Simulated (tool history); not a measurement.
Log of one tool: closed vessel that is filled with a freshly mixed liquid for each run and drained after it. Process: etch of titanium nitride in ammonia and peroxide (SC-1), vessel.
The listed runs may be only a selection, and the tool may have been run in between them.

run  hour  temperature setpoint of the liquid (°C)  parts of water to one part of 30 % peroxide (parts by volume)  parts of 29 % ammonia solution to one part of 30 % peroxide (parts by volume)  time in the liquid (s)  thickness taken off the titanium nitride on a monitor wafer (nm)
  1   0.0                                     61.0                                                           12.5                                                                            0.6                      30                                                            5.6790
  2   1.9                                     61.0                                                           12.5                                                                            0.7                      30                                                            5.7851
  3  10.3                                     57.5                                                           12.5                                                                            0.7                      30                                                            4.6275
  4  16.5                                     54.5                                                           12.5                                                                            0.7                      30                                                            3.7675
  5  24.5                                     54.5                                                           12.5                                                                            0.7                      30                                                            3.7776
  6  30.6                                     52.5                                                           12.5                                                                            0.7                      30                                                            3.3045

Run 7, settings as shown, results not yet in. Your forecast:
  7  36.4                                     51.0                                                           12.5                                                                            0.7                      30                                                                 ?

thickness taken off the titanium nitride on a monitor wafer (nm): 2.9616

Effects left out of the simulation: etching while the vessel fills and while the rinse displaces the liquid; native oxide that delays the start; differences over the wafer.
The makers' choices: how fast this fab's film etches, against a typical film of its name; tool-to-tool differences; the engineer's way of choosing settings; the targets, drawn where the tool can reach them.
